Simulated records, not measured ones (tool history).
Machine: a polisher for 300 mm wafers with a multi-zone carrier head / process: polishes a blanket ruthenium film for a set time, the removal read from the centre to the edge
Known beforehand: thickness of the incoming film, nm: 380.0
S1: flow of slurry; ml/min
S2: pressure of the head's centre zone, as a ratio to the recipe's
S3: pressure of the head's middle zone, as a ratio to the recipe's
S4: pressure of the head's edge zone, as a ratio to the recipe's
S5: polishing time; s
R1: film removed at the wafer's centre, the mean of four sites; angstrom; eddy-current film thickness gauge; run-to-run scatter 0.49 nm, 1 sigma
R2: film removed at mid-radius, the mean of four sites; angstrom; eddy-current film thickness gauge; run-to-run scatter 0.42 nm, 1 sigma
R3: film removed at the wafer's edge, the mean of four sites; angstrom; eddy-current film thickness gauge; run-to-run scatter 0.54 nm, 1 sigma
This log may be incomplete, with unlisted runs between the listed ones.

run,hour,S1,S2,S3,S4,S5,R1,R2,R3
1,0.0,245,1.00,1.00,1.00,33,422.72,417.48,425.83
2,1.2,245,1.00,1.00,1.07,33,418.59,417.74,439.04
3,4.6,245,1.00,0.95,1.07,33,423.95,397.91,436.09
4,8.9,250,1.02,0.96,1.08,33,430.91,403.82,438.68
5,14.2,215,1.02,0.96,1.08,33,423.02,388.30,436.82
6,21.7,165,1.02,0.96,1.08,33,397.37,371.89,417.97
7,23.4,185,1.04,0.97,1.08,33,416.19,391.85,425.13
8,31.8,200,1.05,0.97,1.09,33,421.20,390.53,425.42
9,37.9,215,1.06,0.97,1.10,33,436.81,400.45,435.76
10,39.3,230,1.07,0.97,1.11,33,438.31,394.14,444.21
11,45.6,240,1.08,0.97,1.10,33,447.79,406.69,440.03

The next listed run, before its measurement:
12,47.8,250,1.09,0.97,1.10,33,?,?,?

R1: 454.35 angstrom
R2: 404.42 angstrom
R3: 451.65 angstrom

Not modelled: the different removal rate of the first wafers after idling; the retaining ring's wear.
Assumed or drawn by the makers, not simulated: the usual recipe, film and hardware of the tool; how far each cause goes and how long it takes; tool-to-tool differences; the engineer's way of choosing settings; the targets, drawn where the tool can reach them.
